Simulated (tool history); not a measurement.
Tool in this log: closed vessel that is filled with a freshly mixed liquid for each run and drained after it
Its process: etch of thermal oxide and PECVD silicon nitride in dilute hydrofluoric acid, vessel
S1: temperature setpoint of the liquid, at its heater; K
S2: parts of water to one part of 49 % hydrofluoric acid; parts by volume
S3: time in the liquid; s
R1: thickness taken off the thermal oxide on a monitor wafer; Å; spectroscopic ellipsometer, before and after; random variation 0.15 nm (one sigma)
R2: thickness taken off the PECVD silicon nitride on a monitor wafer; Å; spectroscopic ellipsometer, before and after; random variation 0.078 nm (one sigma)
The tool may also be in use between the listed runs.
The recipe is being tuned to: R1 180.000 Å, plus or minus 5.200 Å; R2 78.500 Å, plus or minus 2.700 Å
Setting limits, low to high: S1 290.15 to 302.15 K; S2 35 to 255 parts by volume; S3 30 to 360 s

| run | hour | S1 | S2 | S3 | R1 | R2 |
|---|---|---|---|---|---|---|
| 1 | 0.0 | 294.15 | 145 | 185 | 50.952 | 26.976 |
| 2 | 4.0 | 294.15 | 145 | 135 | 36.708 | 19.513 |
| 3 | 11.4 | 291.65 | 145 | 135 | 33.700 | 16.777 |
| 4 | 13.2 | 290.15 | 145 | 135 | 31.794 | 15.075 |
| 5 | 18.4 | 290.15 | 170 | 135 | 26.331 | 13.280 |
| 6 | 25.3 | 291.65 | 135 | 165 | 44.553 | 21.938 |
| 7 | 29.5 | 292.15 | 110 | 185 | 64.153 | 31.209 |
| 8 | 36.5 | 292.15 | 90 | 200 | 87.359 | 41.241 |
| 9 | 43.5 | 292.15 | 75 | 210 | 110.730 | 51.848 |
| 10 | 45.6 | 292.15 | 65 | 215 | 132.690 | 60.190 |
| 11 | 46.7 | 293.15 | 35 | 210 | 257.270 | 114.350 |
| 12 | 47.4 | 292.65 | 35 | 220 | 264.650 | 117.860 |
| 13 | 51.7 | 292.15 | 40 | 220 | 225.990 | 99.673 |
| 14 | 52.3 | 291.65 | 45 | 220 | 196.470 | 85.843 |

Pick the move, out of 5, that brings all results within their allowed miss; only one does.
| A | 52.9 | 291.65 | 50 | 225 | ? | ? |
| B | 52.9 | 292.65 | 40 | 160 | ? | ? |
| C | 52.9 | 299.15 | 90 | 300 | ? | ? |
| D | 52.9 | 297.15 | 60 | 220 | ? | ? |
| E | 52.9 | 298.15 | 70 | 235 | ? | ? |

| move | R1 | R2 |
|---|---|---|
| A | 180.550 | 78.988 |
| B | 169.520 | 74.803 |
| C | 173.270 | 98.412 |
| D | 182.980 | 94.323 |
| E | 172.180 | 92.549 |
A: in spec on every target
B: carries the result that was furthest off beyond its target, to the other side
C: carries the result that was furthest off beyond its target, to the other side
D: brings the result that was furthest off to its target, and leaves another outside
E: carries the result that was furthest off beyond its target, to the other side
Answer: A
